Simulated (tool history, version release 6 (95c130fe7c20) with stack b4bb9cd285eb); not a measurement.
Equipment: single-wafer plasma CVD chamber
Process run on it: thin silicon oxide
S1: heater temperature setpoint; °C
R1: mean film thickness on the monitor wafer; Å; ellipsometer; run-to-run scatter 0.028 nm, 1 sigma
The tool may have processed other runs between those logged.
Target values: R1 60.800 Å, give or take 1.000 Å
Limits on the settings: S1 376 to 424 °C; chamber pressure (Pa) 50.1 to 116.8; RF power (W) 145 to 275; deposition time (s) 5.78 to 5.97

run 1 hour=0.0 | S1=400 chamber_pressure_(Pa)=83.5 RF_power_(W)=210 deposition_time_(s)=5.78 | R1=75.643
run 2 hour=5.8 | S1=409 chamber_pressure_(Pa)=83.5 RF_power_(W)=210 deposition_time_(s)=5.78 | R1=75.103
run 3 hour=7.0 | S1=409 chamber_pressure_(Pa)=83.5 RF_power_(W)=210 deposition_time_(s)=5.78 | R1=75.350
run 4 hour=10.2 | S1=409 chamber_pressure_(Pa)=83.5 RF_power_(W)=240 deposition_time_(s)=5.78 | R1=79.919
run 5 hour=11.2 | S1=409 chamber_pressure_(Pa)=83.5 RF_power_(W)=265 deposition_time_(s)=5.78 | R1=82.677
run 6 hour=17.9 | S1=409 chamber_pressure_(Pa)=83.5 RF_power_(W)=275 deposition_time_(s)=5.78 | R1=84.560
run 7 hour=20.5 | S1=409 chamber_pressure_(Pa)=77.5 RF_power_(W)=275 deposition_time_(s)=5.78 | R1=79.575
run 8 hour=25.5 | S1=409 chamber_pressure_(Pa)=71.7 RF_power_(W)=275 deposition_time_(s)=5.78 | R1=73.936
run 9 hour=33.8 | S1=409 chamber_pressure_(Pa)=67.9 RF_power_(W)=275 deposition_time_(s)=5.78 | R1=70.887
run 10 hour=35.0 | S1=409 chamber_pressure_(Pa)=64.8 RF_power_(W)=275 deposition_time_(s)=5.78 | R1=67.856
run 11 hour=38.6 | S1=409 chamber_pressure_(Pa)=62.7 RF_power_(W)=275 deposition_time_(s)=5.78 | R1=66.470
run 12 hour=43.2 | S1=409 chamber_pressure_(Pa)=60.9 RF_power_(W)=275 deposition_time_(s)=5.78 | R1=64.685

Which of these 5 next moves meets every target?
run A hour=47.8 | S1=410 chamber_pressure_(Pa)=55.1 RF_power_(W)=270 deposition_time_(s)=5.78 | R1=?
run B hour=47.8 | S1=409 chamber_pressure_(Pa)=61.7 RF_power_(W)=265 deposition_time_(s)=5.97 | R1=?
run C hour=47.8 | S1=409 chamber_pressure_(Pa)=58.3 RF_power_(W)=260 deposition_time_(s)=5.78 | R1=?
run D hour=47.8 | S1=413 chamber_pressure_(Pa)=56.4 RF_power_(W)=255 deposition_time_(s)=5.78 | R1=?
run E hour=47.8 | S1=408 chamber_pressure_(Pa)=58.9 RF_power_(W)=275 deposition_time_(s)=5.78 | R1=?

move=A R1=58.782
move=B R1=66.352
move=C R1=60.755
move=D R1=58.461
move=E R1=62.848
A: the result that was furthest off in the last run now lies on the other side of its target
B: moves away from the targets compared with the last run
C: in spec on every target
D: the result that was furthest off in the last run now lies on the other side of its target
E: gains on the last run, yet a result remains outside its allowed miss
Move C is the one to make.
